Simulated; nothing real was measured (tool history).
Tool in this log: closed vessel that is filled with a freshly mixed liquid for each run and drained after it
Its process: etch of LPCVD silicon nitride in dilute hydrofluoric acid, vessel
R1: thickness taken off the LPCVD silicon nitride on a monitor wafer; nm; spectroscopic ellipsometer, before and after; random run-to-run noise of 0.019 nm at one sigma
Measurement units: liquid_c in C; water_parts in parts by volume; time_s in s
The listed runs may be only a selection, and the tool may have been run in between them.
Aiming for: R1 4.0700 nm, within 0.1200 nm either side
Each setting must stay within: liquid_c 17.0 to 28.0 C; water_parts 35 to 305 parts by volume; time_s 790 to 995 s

run 1 hour=0.0 | liquid_c=20.0 water_parts=170 time_s=995 | R1=2.8506
run 2 hour=3.9 | liquid_c=17.5 water_parts=170 time_s=995 | R1=2.4249
run 3 hour=7.2 | liquid_c=19.5 water_parts=170 time_s=995 | R1=2.7628
run 4 hour=11.9 | liquid_c=21.5 water_parts=170 time_s=995 | R1=3.1266
run 5 hour=15.8 | liquid_c=25.0 water_parts=170 time_s=995 | R1=3.9223
run 6 hour=25.1 | liquid_c=25.0 water_parts=115 time_s=995 | R1=5.8190
-- hour=31.6 thermometer replaced
run 7 hour=31.6 | liquid_c=23.5 water_parts=115 time_s=995 | R1=4.7195
run 8 hour=38.9 | liquid_c=23.0 water_parts=115 time_s=995 | R1=4.5626
run 9 hour=40.8 | liquid_c=22.5 water_parts=115 time_s=995 | R1=4.4187
run 10 hour=48.7 | liquid_c=22.0 water_parts=115 time_s=995 | R1=4.2774

Pick the move, out of 4, that brings all results within their allowed miss; only one does.
run A hour=56.6 | liquid_c=25.5 water_parts=155 time_s=950 | R1=?
run B hour=56.6 | liquid_c=24.5 water_parts=125 time_s=980 | R1=?
run C hour=56.6 | liquid_c=22.5 water_parts=110 time_s=815 | R1=?
run D hour=56.6 | liquid_c=22.0 water_parts=115 time_s=950 | R1=?

move=A R1=3.8368
move=B R1=4.5955
move=C R1=3.8019
move=D R1=4.1035
A: the result that was furthest off in the last run now lies on the other side of its target
B: its largest miss is bigger than the last run's
C: the result that was furthest off in the last run now lies on the other side of its target
D: in spec on every target
Answer: D

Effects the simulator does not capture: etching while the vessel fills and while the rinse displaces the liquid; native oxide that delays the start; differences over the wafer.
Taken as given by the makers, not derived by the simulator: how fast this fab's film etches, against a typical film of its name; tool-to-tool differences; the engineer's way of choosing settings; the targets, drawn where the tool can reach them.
